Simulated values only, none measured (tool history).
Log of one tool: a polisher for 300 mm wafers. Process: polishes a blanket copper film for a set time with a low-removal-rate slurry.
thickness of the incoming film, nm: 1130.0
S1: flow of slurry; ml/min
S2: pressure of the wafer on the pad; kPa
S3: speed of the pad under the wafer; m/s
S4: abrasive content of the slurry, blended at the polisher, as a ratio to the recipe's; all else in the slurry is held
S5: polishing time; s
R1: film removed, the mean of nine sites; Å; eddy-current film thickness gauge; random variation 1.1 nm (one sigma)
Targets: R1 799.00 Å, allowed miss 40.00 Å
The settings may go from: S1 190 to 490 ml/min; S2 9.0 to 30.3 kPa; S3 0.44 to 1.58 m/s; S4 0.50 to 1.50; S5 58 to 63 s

run    day   S1    S2    S3    S4  S5       R1
  1  0.000  315  19.3  1.00  1.00  63  1513.50
  2  0.296  315  19.3  1.00  1.10  63  1529.60
  3  0.654  315  17.2  0.98  1.10  63  1370.00
  4  0.950  315  15.9  0.94  1.10  63  1193.90
  5  1.033  375  15.9  0.94  1.10  63  1187.40
  6  1.054  375  14.5  0.94  1.10  63  1118.70
  7  1.233  375  13.8  0.92  1.10  63  1026.70
  8  1.462  375  13.1  0.92  1.10  63   995.03
  9  1.662  375  12.4  0.92  1.10  63   919.05
 10  1.904  375  12.4  0.92  1.10  63   922.27
 11  1.929  375  11.7  0.92  1.10  63   896.85
 12  2.242  375   9.0  0.90  1.10  63   673.63
 13  2.421  380   9.0  0.90  1.10  63   674.14
 14  2.692  380  12.4  0.92  1.10  63   931.35
 15  2.758  370  12.4  0.92  1.10  63   933.61
 16  2.954  365  11.7  0.92  1.10  63   896.98

4 next moves are on the table. One of them brings every result within its allowed miss. Which?
  A  3.150  295  16.5  0.92  1.00  61   ?
  B  3.150  370  13.8  0.98  1.05  63   ?
  C  3.150  290  14.5  0.76  1.10  63   ?
  D  3.150  370   9.7  1.02  1.35  59   ?

move       R1
   A  1159.40
   B  1100.40
   C   890.41
   D   802.05
A: further off than the last run
B: further off than the last run
C: nearer than the last run, and not there yet
D: meets every target
Move D is the one to make.

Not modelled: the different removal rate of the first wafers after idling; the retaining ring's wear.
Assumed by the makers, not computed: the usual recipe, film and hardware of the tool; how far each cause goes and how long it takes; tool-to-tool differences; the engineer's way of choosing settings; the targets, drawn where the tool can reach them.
